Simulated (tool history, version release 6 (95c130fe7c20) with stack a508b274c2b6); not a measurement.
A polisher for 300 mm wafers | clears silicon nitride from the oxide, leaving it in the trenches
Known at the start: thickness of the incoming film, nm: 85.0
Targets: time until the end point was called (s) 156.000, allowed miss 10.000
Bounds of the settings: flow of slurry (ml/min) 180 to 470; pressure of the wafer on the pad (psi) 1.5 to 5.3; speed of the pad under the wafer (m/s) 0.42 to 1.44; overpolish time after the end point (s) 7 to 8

run    day  flow of slurry (ml/min)  pressure of the wafer on the pad (psi)  speed of the pad under the wafer (m/s)  overpolish time after the end point (s)  time until the end point was called (s)
  1  0.000                      300                                     3.4                                    0.92                                        8                                   71.729
  2  0.312                      300                                     3.4                                    0.92                                        7                                   72.775
  3  0.629                      300                                     3.1                                    0.88                                        7                                   80.144
  4  0.888                      300                                     2.8                                    0.82                                        7                                   94.634
  5  1.125                      300                                     2.6                                    0.80                                        7                                  102.070
  6  1.412                      300                                     2.4                                    0.78                                        7                                  113.870
  7  1.442                      300                                     2.3                                    0.78                                        7                                  112.380
  8  1.475                      300                                     2.2                                    0.76                                        7                                  122.170
  9  1.588                      300                                     2.1                                    0.76                                        7                                  122.020
 10  1.892                      300                                     2.1                                    0.76                                        7                                  122.560
 11  2.225                      300                                     2.0                                    0.74                                        7                                  129.830
 12  2.338                      300                                     1.9                                    0.74                                        7                                  141.710
 13  2.633                      300                                     1.8                                    0.74                                        7                                  146.580

5 next moves are on the table. One of them brings every result within its allowed miss. Which?
  A  2.929                      325                                     2.2                                    0.72                                        8                                        ?
  B  2.929                      375                                     1.7                                    0.80                                        8                                        ?
  C  2.929                      300                                     1.8                                    0.80                                        7                                        ?
  D  2.929                      275                                     1.7                                    0.72                                        7                                        ?
  E  2.929                      335                                     2.3                                    0.70                                        7                                        ?

move  time until the end point was called (s)
   A                                  125.620
   B                                  133.520
   C                                  130.770
   D                                  151.260
   E                                  124.820
A: further off than the last run
B: further off than the last run
C: further off than the last run
D: meets every target
E: further off than the last run
The right move is D.
